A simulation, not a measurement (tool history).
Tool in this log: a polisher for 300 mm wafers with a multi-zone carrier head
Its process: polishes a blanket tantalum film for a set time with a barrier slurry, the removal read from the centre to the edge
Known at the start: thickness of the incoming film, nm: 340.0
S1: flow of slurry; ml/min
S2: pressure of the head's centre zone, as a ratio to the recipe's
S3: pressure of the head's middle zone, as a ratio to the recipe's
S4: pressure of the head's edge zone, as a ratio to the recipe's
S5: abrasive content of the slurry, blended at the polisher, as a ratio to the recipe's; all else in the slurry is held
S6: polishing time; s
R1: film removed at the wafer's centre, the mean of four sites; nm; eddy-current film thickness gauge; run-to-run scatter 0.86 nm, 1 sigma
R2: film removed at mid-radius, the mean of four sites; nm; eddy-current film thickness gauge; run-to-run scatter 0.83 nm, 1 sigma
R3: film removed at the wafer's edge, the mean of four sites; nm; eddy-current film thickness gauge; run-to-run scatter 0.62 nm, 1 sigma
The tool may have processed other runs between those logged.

run,hour,S1,S2,S3,S4,S5,S6,R1,R2,R3
1,0.0,290,1.00,1.00,1.00,1.00,73,123.460,126.960,123.330
2,6.5,285,1.00,0.96,0.99,0.90,67,109.430,108.070,108.820
3,13.9,220,1.00,0.96,0.99,0.90,67,104.550,104.910,106.260
4,15.4,220,1.00,0.93,0.98,0.80,63,91.732,90.313,94.445
5,22.5,220,1.01,0.91,0.96,0.75,62,87.325,81.774,86.930
6,29.6,215,1.00,0.89,0.93,0.75,62,85.559,81.495,86.994
7,36.5,220,1.04,0.85,0.94,0.50,53,51.982,46.136,49.891
8,38.3,210,1.05,0.87,0.97,0.55,53,59.011,51.963,57.433
9,43.1,200,1.12,0.97,1.07,0.50,50,51.740,46.786,48.674
10,51.1,220,1.09,0.94,1.04,0.60,50,65.527,56.681,61.435

Estimate the outcome of run 11 from the log above:
11,59.3,250,1.07,0.94,1.05,0.60,50,?,?,?

R1: 62.415 nm
R2: 59.554 nm
R3: 62.732 nm
